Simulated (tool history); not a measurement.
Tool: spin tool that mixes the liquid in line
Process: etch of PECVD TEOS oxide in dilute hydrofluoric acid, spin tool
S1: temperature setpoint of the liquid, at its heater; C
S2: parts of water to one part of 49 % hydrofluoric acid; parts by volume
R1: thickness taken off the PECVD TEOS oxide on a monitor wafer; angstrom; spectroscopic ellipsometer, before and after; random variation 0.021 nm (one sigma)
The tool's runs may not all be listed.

run 1 day=0.000 | S1=25.0 S2=70 time_under_the_liquid_(s)=15 | R1=24.088
run 2 day=0.196 | S1=23.5 S2=70 time_under_the_liquid_(s)=15 | R1=22.592
run 3 day=0.342 | S1=21.0 S2=70 time_under_the_liquid_(s)=15 | R1=20.115
run 4 day=0.679 | S1=24.0 S2=70 time_under_the_liquid_(s)=15 | R1=22.906
run 5 day=0.788 | S1=24.0 S2=45 time_under_the_liquid_(s)=15 | R1=36.817
run 6 day=0.971 | S1=23.5 S2=45 time_under_the_liquid_(s)=15 | R1=36.034
run 7 day=1.000 | S1=23.0 S2=45 time_under_the_liquid_(s)=15 | R1=35.441

For run 8, what comes out?
run 8 day=1.200 | S1=22.0 S2=45 time_under_the_liquid_(s)=15 | R1=?

{"run 8": {"R1": 33.921}}
